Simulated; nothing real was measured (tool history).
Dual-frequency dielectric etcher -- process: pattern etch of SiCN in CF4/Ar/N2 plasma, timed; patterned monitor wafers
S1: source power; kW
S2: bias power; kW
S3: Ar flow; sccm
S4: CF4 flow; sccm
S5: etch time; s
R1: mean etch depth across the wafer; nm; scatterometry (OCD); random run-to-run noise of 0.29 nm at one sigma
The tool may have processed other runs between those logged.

run    day     S1     S2   S3  S4     S5       R1
  1  0.000  0.490  0.079  112  56  145.5  137.290
  2  0.283  0.430  0.069  119  53  145.5  106.560
  3  0.446  0.390  0.068  119  53  145.5   96.275
  4  0.625  0.390  0.068  119  53  151.5  100.170
  5  0.717  0.390  0.068  138  53  151.5   96.460
  6  1.050  0.390  0.068  138  59  151.5   98.286
  7  1.317  0.360  0.068  138  59  151.5   90.879
  8  1.467  0.340  0.068  138  59  151.5   84.963
  9  1.704  0.310  0.067  138  59  151.5   75.994

What will run 10 give?
 10  2.017  0.330  0.067  138  59  151.5   ?

{"run 10": {"R1": 81.932}}
